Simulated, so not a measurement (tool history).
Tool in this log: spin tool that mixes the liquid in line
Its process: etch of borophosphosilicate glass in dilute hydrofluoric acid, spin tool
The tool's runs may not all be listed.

run	day	temperature setpoint of the liquid (C)	parts of water to one part of 49 % hydrofluoric acid (parts by volume)	time under the liquid (s)	thickness taken off the borophosphosilicate glass on a monitor wafer (nm)
1	0.000	25.0	285	65	11.282
2	0.254	26.5	275	65	12.350
3	0.612	24.5	275	65	11.466
4	0.875	26.5	270	65	12.626
5	1.096	28.0	265	65	13.388
6	1.371	29.0	260	65	14.471
7	1.633	29.0	260	65	14.295
8	1.662	30.0	255	65	15.244

Estimate the outcome of run 9 from the log above:
9	1.825	30.5	255	65	?

{"run 9": {"thickness taken off the borophosphosilicate glass on a monitor wafer (nm)": 15.635}}
